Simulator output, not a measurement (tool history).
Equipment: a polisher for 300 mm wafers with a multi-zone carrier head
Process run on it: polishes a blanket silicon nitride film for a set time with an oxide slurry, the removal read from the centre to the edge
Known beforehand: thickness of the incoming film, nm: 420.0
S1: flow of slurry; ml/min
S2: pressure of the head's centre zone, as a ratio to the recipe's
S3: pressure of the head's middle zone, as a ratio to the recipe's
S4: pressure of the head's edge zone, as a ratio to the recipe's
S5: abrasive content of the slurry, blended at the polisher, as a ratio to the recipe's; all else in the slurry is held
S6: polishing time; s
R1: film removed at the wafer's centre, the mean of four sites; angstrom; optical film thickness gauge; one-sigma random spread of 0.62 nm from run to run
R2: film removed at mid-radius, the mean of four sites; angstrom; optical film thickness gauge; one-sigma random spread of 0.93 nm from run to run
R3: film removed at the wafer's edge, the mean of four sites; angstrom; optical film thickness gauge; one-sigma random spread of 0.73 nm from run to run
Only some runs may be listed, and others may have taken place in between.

{"run": 1, "hour": 0.0, "S1": 305, "S2": 1.0, "S3": 1.0, "S4": 1.0, "S5": 1.0, "S6": 79, "R1": 440.67, "R2": 448.74, "R3": 436.08}
{"run": 2, "hour": 1.8, "S1": 365, "S2": 1.0, "S3": 1.0, "S4": 1.0, "S5": 1.0, "S6": 79, "R1": 458.73, "R2": 443.43, "R3": 436.81}
{"run": 3, "hour": 3.0, "S1": 365, "S2": 1.0, "S3": 1.0, "S4": 1.0, "S5": 0.9, "S6": 79, "R1": 425.95, "R2": 412.92, "R3": 409.01}
{"run": 4, "hour": 4.2, "S1": 365, "S2": 1.0, "S3": 1.07, "S4": 1.0, "S5": 0.9, "S6": 79, "R1": 420.57, "R2": 443.1, "R3": 409.95}
{"run": 5, "hour": 7.5, "S1": 365, "S2": 1.05, "S3": 1.07, "S4": 1.0, "S5": 0.9, "S6": 79, "R1": 448.96, "R2": 434.39, "R3": 420.09}
{"run": 6, "hour": 16.5, "S1": 355, "S2": 1.04, "S3": 1.08, "S4": 1.02, "S5": 0.95, "S6": 79, "R1": 451.43, "R2": 454.25, "R3": 430.04}

For run 7, what comes out?
{"run": 7, "hour": 19.1, "S1": 345, "S2": 1.03, "S3": 1.08, "S4": 1.04, "S5": 1.0, "S6": 79, "R1": "?", "R2": "?", "R3": "?"}

{"run 7": {"R1": 466.4, "R2": 466.25, "R3": 456.19}}
